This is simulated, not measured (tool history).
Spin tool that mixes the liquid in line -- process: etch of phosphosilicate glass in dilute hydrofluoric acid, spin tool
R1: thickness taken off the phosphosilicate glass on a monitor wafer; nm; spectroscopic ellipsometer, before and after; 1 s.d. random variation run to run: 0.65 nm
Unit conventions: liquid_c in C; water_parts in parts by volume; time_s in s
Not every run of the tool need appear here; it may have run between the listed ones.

{"run": 1, "hour": 0.0, "liquid_c": 22.0, "water_parts": 145, "time_s": 55, "R1": 42.153}
{"run": 2, "hour": 8.6, "liquid_c": 24.0, "water_parts": 125, "time_s": 55, "R1": 54.329}
{"run": 3, "hour": 13.6, "liquid_c": 25.5, "water_parts": 115, "time_s": 55, "R1": 63.32}
{"run": 4, "hour": 20.9, "liquid_c": 25.5, "water_parts": 115, "time_s": 60, "R1": 68.069}
{"run": 5, "hour": 27.4, "liquid_c": 25.5, "water_parts": 115, "time_s": 55, "R1": 63.027}
{"run": 6, "hour": 32.7, "liquid_c": 25.5, "water_parts": 115, "time_s": 60, "R1": 68.36}
{"run": 7, "hour": 33.6, "liquid_c": 26.5, "water_parts": 110, "time_s": 60, "R1": 75.195}
{"run": 8, "hour": 35.8, "liquid_c": 27.5, "water_parts": 105, "time_s": 60, "R1": 82.562}

Forecast run 9:
{"run": 9, "hour": 39.2, "liquid_c": 28.0, "water_parts": 105, "time_s": 60, "R1": "?"}

R1: 83.595 nm

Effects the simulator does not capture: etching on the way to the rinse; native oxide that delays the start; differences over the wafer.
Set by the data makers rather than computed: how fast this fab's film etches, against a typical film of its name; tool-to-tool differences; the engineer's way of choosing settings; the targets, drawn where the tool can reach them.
